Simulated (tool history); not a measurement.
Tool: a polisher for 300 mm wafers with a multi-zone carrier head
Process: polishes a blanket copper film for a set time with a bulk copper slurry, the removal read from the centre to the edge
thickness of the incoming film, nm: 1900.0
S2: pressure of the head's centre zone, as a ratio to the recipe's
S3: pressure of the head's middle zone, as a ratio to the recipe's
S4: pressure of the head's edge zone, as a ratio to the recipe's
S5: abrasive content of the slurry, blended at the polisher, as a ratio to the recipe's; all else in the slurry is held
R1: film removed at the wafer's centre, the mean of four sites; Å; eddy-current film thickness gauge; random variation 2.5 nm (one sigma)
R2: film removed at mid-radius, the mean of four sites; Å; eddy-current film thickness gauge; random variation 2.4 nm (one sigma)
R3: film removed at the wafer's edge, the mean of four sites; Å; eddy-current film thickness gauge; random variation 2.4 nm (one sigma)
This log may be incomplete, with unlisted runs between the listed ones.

run 1 hour=0.0 | flow_of_slurry_(ml/min)=210 S2=1.00 S3=1.00 S4=1.00 S5=1.00 polishing_time_(s)=38 | R1=3718.7 R2=3665.3 R3=3691.9
run 2 hour=2.7 | flow_of_slurry_(ml/min)=205 S2=1.00 S3=0.98 S4=1.01 S5=0.95 polishing_time_(s)=36 | R1=3552.3 R2=3389.7 R3=3549.1
run 3 hour=7.1 | flow_of_slurry_(ml/min)=155 S2=1.00 S3=0.98 S4=1.01 S5=0.95 polishing_time_(s)=36 | R1=3332.4 R2=3251.3 R3=3434.2
run 4 hour=15.2 | flow_of_slurry_(ml/min)=155 S2=1.00 S3=0.98 S4=1.01 S5=1.10 polishing_time_(s)=36 | R1=3512.8 R2=3326.4 R3=3511.9
run 5 hour=20.8 | flow_of_slurry_(ml/min)=155 S2=1.00 S3=0.98 S4=1.01 S5=1.10 polishing_time_(s)=31 | R1=2998.5 R2=2915.7 R3=3060.5
run 6 hour=27.4 | flow_of_slurry_(ml/min)=155 S2=0.96 S3=0.98 S4=1.01 S5=1.10 polishing_time_(s)=31 | R1=2889.4 R2=2864.3 R3=3065.0
run 7 hour=35.6 | flow_of_slurry_(ml/min)=155 S2=0.97 S3=0.96 S4=1.01 S5=1.05 polishing_time_(s)=30 | R1=2793.0 R2=2730.5 R3=2929.1
run 8 hour=39.8 | flow_of_slurry_(ml/min)=150 S2=0.98 S3=0.94 S4=1.02 S5=1.00 polishing_time_(s)=29 | R1=2636.1 R2=2578.6 R3=2752.7
run 9 hour=43.3 | flow_of_slurry_(ml/min)=145 S2=0.99 S3=0.92 S4=1.04 S5=1.05 polishing_time_(s)=28 | R1=2681.2 R2=2465.5 R3=2731.5

What will run 10 give?
run 10 hour=45.3 | flow_of_slurry_(ml/min)=145 S2=0.99 S3=0.91 S4=1.05 S5=1.05 polishing_time_(s)=28 | R1=? R2=? R3=?

{"run 10": {"R1": 2646.8, "R2": 2435.6, "R3": 2818.1}}
